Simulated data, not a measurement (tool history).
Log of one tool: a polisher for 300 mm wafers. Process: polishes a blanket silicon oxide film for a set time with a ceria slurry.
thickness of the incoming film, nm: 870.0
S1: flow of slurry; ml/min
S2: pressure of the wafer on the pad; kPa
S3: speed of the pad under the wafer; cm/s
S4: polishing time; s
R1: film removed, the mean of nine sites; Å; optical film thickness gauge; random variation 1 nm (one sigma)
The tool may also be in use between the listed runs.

run	day	S1	S2	S3	S4	R1
1	0	160	17.2	94	47	1797.1
2	0.338	160	17.2	94	50	1939.4
3	0.512	180	17.2	94	50	1946.2
4	0.821	180	17.2	94	50	1936
5	0.875	180	17.2	94	47	1852.8
6	1.042	180	15.9	92	47	1654.5
7	1.238	180	15.2	90	47	1530.7
8	1.425	180	14.5	90	47	1465.2
9	1.517	180	13.8	90	47	1413.6

Forecast run 10:
10	1.733	165	9	80	47	?

R1: 847.58 Å
